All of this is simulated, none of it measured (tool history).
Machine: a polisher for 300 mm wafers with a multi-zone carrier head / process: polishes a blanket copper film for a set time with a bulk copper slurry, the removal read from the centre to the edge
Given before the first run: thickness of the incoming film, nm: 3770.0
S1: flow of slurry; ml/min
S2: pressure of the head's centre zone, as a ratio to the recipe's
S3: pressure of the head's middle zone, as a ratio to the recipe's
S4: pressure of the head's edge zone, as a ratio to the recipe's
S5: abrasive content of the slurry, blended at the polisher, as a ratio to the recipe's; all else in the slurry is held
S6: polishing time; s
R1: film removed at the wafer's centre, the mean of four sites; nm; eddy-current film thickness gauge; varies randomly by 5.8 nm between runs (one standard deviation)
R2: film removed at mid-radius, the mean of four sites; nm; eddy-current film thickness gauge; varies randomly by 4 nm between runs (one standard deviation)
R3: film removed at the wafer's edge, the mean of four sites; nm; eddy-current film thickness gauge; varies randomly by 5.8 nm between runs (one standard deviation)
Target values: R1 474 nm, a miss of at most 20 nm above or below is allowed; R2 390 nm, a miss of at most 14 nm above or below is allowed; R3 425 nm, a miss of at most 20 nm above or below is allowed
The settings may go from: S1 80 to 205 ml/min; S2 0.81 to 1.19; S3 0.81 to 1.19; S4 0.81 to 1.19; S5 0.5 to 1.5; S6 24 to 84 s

run	hour	S1	S2	S3	S4	S5	S6	R1	R2	R3
1	0	135	1	1	1	1	54	380.94	371.19	358.11
2	2.5	145	1.02	0.99	1.03	1.05	54	398.62	380.21	364.83
3	10.2	145	1.06	0.99	1.03	1.05	54	420.16	370.23	366.8
4	11.7	145	1.06	0.98	1.06	1.1	55	421.1	389.88	384.6
5	20.6	145	1.06	1.06	1.06	1.1	55	422.82	408.59	383.91
6	25.5	145	1.06	1.06	1.06	0.95	55	406.7	391.41	360.7
7	29.9	145	1.07	1.03	1.08	1.05	55	424.96	389.78	388.39
8	32.6	150	1.08	1.02	1.09	1.05	55	421.48	393.73	387.64
9	36.5	125	1.17	0.92	1.14	1.3	58	488.32	382.1	439.12

Exercise: of the 4 proposed moves below, exactly one satisfies all targets within the stated allowed misses. Which move is it?
A	40.4	145	1.19	0.92	1.04	1.35	57	?	?	?
B	40.4	140	1.13	0.87	1.14	1.1	64	?	?	?
C	40.4	80	1.06	0.93	1.19	1.25	62	?	?	?
D	40.4	165	1.15	0.96	1.19	1.25	54	?	?	?

move	R1	R2	R3
A	507.6	391.42	407.85
B	512.24	396.33	453.28
C	428.21	375.92	430.46
D	467.72	383.97	411.45
A: further off than the last run
B: further off than the last run
C: moves the result that the last run missed by most past its target, out the other side
D: every result within its allowed miss
So the answer is move D, the one that meets all the targets.
